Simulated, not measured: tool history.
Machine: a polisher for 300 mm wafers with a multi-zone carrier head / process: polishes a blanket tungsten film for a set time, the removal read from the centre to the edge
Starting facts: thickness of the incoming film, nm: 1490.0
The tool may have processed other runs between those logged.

| run | hour | flow of slurry (ml/min) | pressure of the head's centre zone | pressure of the head's middle zone | pressure of the head's edge zone | abrasive content of the slurry | polishing time (s) | film removed at the wafer's centre (angstrom) | film removed at mid-radius (angstrom) | film removed at the wafer's edge (angstrom) |
|---|---|---|---|---|---|---|---|---|---|---|
| 1 | 0 | 200 | 1 | 1 | 1 | 1 | 45 | 2398.8 | 2517.8 | 2427.2 |
| 2 | 2.7 | 200 | 1 | 1 | 1 | 1 | 53 | 2713.6 | 2942.8 | 2846.3 |
| 3 | 3.9 | 215 | 1.02 | 1 | 1.01 | 1 | 53 | 2907.2 | 2975 | 2856.8 |
| 4 | 9.6 | 225 | 1.02 | 1 | 1.02 | 1 | 53 | 2894.7 | 3021.8 | 2877 |
| 5 | 12.2 | 225 | 1.02 | 0.92 | 1.02 | 1 | 53 | 2872.2 | 2782.6 | 2883.7 |
| 6 | 18 | 235 | 1.03 | 0.93 | 1.03 | 1 | 53 | 2950.5 | 2843.8 | 2916.1 |
|  | 19.7 | worn pad replaced by a new one |
| 7 | 19.7 | 245 | 1.03 | 0.94 | 1.03 | 1 | 53 | 3209.8 | 3114.4 | 3224.5 |
| 8 | 23.7 | 240 | 1.04 | 0.95 | 1.02 | 1 | 53 | 3296.7 | 3124.3 | 3183 |
| 9 | 27.3 | 235 | 1.04 | 0.96 | 1.02 | 0.95 | 53 | 3226.8 | 3171.6 | 3133.3 |

What will run 10 give?
| 10 | 33.7 | 230 | 1.04 | 0.96 | 1.01 | 0.95 | 53 | ? | ? | ? |

film removed at the wafer's centre (angstrom): 3202.5
film removed at mid-radius (angstrom): 3181.5
film removed at the wafer's edge (angstrom): 3140.3
